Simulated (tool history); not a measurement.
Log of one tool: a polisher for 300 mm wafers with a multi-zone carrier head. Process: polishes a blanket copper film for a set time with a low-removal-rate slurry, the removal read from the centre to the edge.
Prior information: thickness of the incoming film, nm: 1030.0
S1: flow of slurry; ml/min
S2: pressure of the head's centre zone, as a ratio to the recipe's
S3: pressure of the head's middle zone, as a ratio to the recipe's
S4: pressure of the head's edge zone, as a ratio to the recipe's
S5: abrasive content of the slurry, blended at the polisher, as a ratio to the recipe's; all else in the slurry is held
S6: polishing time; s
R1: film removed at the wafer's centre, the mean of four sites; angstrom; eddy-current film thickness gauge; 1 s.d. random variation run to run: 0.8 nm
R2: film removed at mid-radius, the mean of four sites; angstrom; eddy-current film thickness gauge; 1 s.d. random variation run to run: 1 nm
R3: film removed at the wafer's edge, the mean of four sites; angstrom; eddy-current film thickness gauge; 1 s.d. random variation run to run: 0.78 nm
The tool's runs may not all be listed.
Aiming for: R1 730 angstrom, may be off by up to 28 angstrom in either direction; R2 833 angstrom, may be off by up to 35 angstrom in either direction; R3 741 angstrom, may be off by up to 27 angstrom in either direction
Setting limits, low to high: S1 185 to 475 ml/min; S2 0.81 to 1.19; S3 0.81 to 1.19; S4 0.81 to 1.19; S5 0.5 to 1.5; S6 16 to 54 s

Run 1, day 0: S1 305 ml/min, S2 1, S3 1, S4 1, S5 1, S6 35 s. Result: R1 638.01 angstrom, R2 656.98 angstrom, R3 644.24 angstrom.
Run 2, day 0.308: S1 305 ml/min, S2 1, S3 1, S4 1, S5 1, S6 30 s. Result: R1 552.69 angstrom, R2 553.02 angstrom, R3 542.71 angstrom.
Run 3, day 0.358: S1 305 ml/min, S2 1, S3 1, S4 1, S5 0.8, S6 30 s. Result: R1 520.72 angstrom, R2 531.69 angstrom, R3 537.74 angstrom.
Run 4, day 0.646: S1 305 ml/min, S2 0.99, S3 1.03, S4 1.02, S5 0.95, S6 32 s. Result: R1 557.9 angstrom, R2 606.38 angstrom, R3 579.79 angstrom.
Run 5, day 0.762: S1 305 ml/min, S2 0.99, S3 0.99, S4 1.02, S5 0.95, S6 32 s. Result: R1 572.55 angstrom, R2 580.44 angstrom, R3 595.91 angstrom.
Run 6, day 1.108: S1 305 ml/min, S2 0.99, S3 0.99, S4 0.98, S5 0.95, S6 32 s. Result: R1 569.61 angstrom, R2 583.97 angstrom, R3 575.46 angstrom.
Run 7, day 1.388: S1 305 ml/min, S2 0.99, S3 1.02, S4 1.01, S5 1.05, S6 33 s. Result: R1 588.68 angstrom, R2 629.47 angstrom, R3 614.48 angstrom.
Run 8, day 1.546: S1 310 ml/min, S2 1.01, S3 1.05, S4 1.03, S5 1.15, S6 34 s. Result: R1 625.99 angstrom, R2 685.15 angstrom, R3 654.53 angstrom.
Run 9, day 1.708: S1 315 ml/min, S2 1.04, S3 1.08, S4 1.04, S5 1.25, S6 34 s. Result: R1 682.82 angstrom, R2 698.15 angstrom, R3 670.82 angstrom.
Run 10, day 1.883: S1 320 ml/min, S2 1.04, S3 1.11, S4 1.05, S5 1.3, S6 34 s. Result: R1 670.15 angstrom, R2 701.84 angstrom, R3 672.34 angstrom.
Run 11, day 2.2: S1 320 ml/min, S2 1.03, S3 1.13, S4 1.04, S5 1.35, S6 35 s. Result: R1 698.13 angstrom, R2 760.9 angstrom, R3 693.97 angstrom.
Run 12, day 2.233: S1 320 ml/min, S2 1.03, S3 1.14, S4 1.05, S5 1.4, S6 35 s. Result: R1 713.05 angstrom, R2 757.48 angstrom, R3 698.69 angstrom.

5 next moves are on the table. One of them brings every result within its allowed miss. Which?
Run A, day 2.267: S1 330 ml/min, S2 1.05, S3 1.14, S4 1.16, S5 1.4, S6 34 s. Result: R1 ?, R2 ?, R3 ?.
Run B, day 2.267: S1 315 ml/min, S2 0.99, S3 1.18, S4 1.07, S5 1.4, S6 34 s. Result: R1 ?, R2 ?, R3 ?.
Run C, day 2.267: S1 365 ml/min, S2 1.03, S3 1.19, S4 1.12, S5 0.85, S6 39 s. Result: R1 ?, R2 ?, R3 ?.
Run D, day 2.267: S1 300 ml/min, S2 1.01, S3 0.97, S4 1.19, S5 1.35, S6 36 s. Result: R1 ?, R2 ?, R3 ?.
Run E, day 2.267: S1 330 ml/min, S2 0.98, S3 1.19, S4 1.05, S5 1.15, S6 41 s. Result: R1 ?, R2 ?, R3 ?.

move      R1      R2      R3
   A  692.96  751.96  713.59
   B  650.49  772.03  683.84
   C  722.55  828.79  743.03
   D  693.89     684  757.19
   E  752.93  909.08  791.41
A: the biggest miss grows against the last run
B: the biggest miss grows against the last run
C: meets every target
D: the biggest miss grows against the last run
E: takes the biggest miss from the last run beyond its target
Answer: C
